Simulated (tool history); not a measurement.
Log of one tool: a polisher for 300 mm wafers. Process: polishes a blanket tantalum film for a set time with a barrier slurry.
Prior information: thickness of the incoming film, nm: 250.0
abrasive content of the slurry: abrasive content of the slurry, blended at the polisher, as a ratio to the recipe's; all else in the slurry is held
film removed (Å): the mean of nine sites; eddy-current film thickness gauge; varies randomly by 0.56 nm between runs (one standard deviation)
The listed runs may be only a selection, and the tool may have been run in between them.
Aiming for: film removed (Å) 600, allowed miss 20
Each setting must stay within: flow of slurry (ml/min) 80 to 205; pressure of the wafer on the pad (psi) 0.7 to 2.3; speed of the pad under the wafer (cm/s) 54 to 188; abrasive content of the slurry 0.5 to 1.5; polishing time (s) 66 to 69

run	hour	flow of slurry (ml/min)	pressure of the wafer on the pad (psi)	speed of the pad under the wafer (cm/s)	abrasive content of the slurry	polishing time (s)	film removed (Å)
1	0	135	1.5	120	1	66	890.68
2	1.5	130	1.4	120	1	66	838.72
3	7.8	130	1.3	120	1	66	795.89
4	9.7	130	1.2	120	1	66	774.76
5	16	115	1.2	120	1	66	743.82
6	17.9	105	1.2	120	1	66	735.6
7	25	105	1.1	120	1	66	704.73
8	28.4	105	1	120	1	66	647.14
9	36	105	0.9	120	1	66	625.28
10	39.9	105	0.9	120	1	66	625.2

Next run, 5 choices. One meets every target within its allowed miss, the rest don't. Which?
A	43.8	80	0.8	146	0.95	68	?
B	43.8	110	1.2	104	1.05	66	?
C	43.8	95	0.8	140	0.95	66	?
D	43.8	110	0.7	142	0.8	67	?
E	43.8	110	0.8	132	1	69	?

move	film removed (Å)
A	642.72
B	658.08
C	637.51
D	600.55
E	671.84
A: further off than the last run
B: further off than the last run
C: further off than the last run
D: meets every target
E: further off than the last run
D meets every target.
